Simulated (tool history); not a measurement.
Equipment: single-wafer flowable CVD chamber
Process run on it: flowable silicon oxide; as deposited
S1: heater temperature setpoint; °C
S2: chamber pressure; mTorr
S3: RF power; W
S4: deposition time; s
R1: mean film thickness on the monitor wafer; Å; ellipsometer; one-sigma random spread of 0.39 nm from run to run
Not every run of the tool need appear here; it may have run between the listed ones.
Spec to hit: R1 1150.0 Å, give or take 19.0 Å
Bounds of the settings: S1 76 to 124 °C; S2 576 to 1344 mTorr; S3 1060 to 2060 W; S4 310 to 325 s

run	hour	S1	S2	S3	S4	R1
1	0.0	100	960	1560	325	2260.2
2	2.8	89	960	1560	325	3112.0
3	10.0	89	960	1725	325	3153.9
4	10.7	89	960	1725	325	3182.8
5	16.1	96	959	1725	325	2588.6
6	20.0	96	959	1885	325	2631.1
7	28.9	102	958	1885	325	2210.3
8	31.1	107	956	1885	325	1904.0
9	36.6	111	955	1885	325	1697.0
10	39.7	114	953	1885	325	1543.4
11	44.8	116	953	1885	325	1475.0
12	45.4	118	949	1885	325	1389.0
13	49.8	124	948	1885	325	1184.1
14	50.7	124	943	1885	325	1181.8
15	52.8	124	938	1885	325	1171.4

Which single option among these 5 for the next run brings every result within its allowed miss of target? Just one does.
A	54.9	114	778	1445	325	?
B	54.9	124	981	1945	316	?
C	54.9	124	1022	1700	310	?
D	54.9	118	825	1675	325	?
E	54.9	124	955	1990	312	?

move	R1
A	1212.6
B	1203.3
C	1196.3
D	1188.5
E	1161.9
A: further off than the last run
B: further off than the last run
C: further off than the last run
D: further off than the last run
E: all results in spec
E is the move that brings every result within its allowed miss.
